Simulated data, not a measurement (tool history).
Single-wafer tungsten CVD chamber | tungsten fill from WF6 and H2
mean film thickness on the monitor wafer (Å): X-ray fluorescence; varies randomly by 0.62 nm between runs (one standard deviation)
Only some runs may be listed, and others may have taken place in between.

| run | hour | heater temperature setpoint (°C) | chamber pressure (Pa) | deposition time (s) | mean film thickness on the monitor wafer (Å) |
|---|---|---|---|---|---|
| 1 | 0.0 | 395 | 4920 | 27.4 | 852.76 |
| 2 | 4.5 | 395 | 4386 | 27.4 | 795.89 |
| 3 | 11.7 | 398 | 4506 | 27.4 | 865.70 |
| 4 | 14.0 | 388 | 4506 | 27.4 | 700.30 |
| 5 | 19.0 | 388 | 4506 | 28.3 | 713.36 |
| 6 | 21.2 | 384 | 4506 | 28.3 | 658.69 |
| 7 | 22.5 | 389 | 4520 | 28.3 | 737.97 |
| 8 | 28.6 | 393 | 4533 | 28.3 | 806.96 |
| 9 | 31.4 | 393 | 4533 | 28.3 | 804.69 |
| 10 | 38.7 | 396 | 4546 | 28.3 | 860.48 |
| 11 | 43.2 | 399 | 4560 | 28.3 | 919.65 |
| 12 | 47.2 | 402 | 4573 | 28.3 | 980.65 |

What does the tool deliver on the next run?
| 13 | 51.6 | 404 | 4586 | 28.3 | ? |

mean film thickness on the monitor wafer (Å): 1020.70
